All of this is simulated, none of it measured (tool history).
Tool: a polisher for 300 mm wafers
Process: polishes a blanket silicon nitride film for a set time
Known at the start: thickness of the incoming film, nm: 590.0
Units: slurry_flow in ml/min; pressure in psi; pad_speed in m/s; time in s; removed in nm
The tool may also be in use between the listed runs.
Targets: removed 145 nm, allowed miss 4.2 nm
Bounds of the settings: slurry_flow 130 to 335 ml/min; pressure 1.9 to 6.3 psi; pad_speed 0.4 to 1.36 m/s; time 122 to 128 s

run  hour  slurry_flow  pressure  pad_speed  time  removed
  1     0          215       4.1       0.88   122   230.47
  2   8.9          215       4.1       1.06   122   257.14
  3  11.4          215       4.1       1.06   128   271.03
  4  15.1          210       3.6       1.04   128   238.57
  5  24.1          210       3.6       1.22   128   261.47
  6  31.7          205       3.3       1.18   128   229.48
  7  37.1          200         3       1.18   128   211.62
  8  44.8          185       1.9       1.06   128   125.91
  9  45.6          245       2.2       1.06   128   150.96
 10    47          240       2.2       1.06   128   150.12

Which of these 5 next moves meets every target?
  A  48.4          260       1.9       1.08   126        ?
  B  48.4          250       2.1       1.14   128        ?
  C  48.4          235       2.3       1.12   122        ?
  D  48.4          280         2        1.1   128        ?
  E  48.4          250       2.4       0.96   127        ?

move  removed
   A   134.58
   B   154.44
   C   157.56
   D   146.18
   E   157.18
A: takes the result that was furthest off past its target
B: further off than the last run
C: further off than the last run
D: meets every target
E: further off than the last run
Answer: D
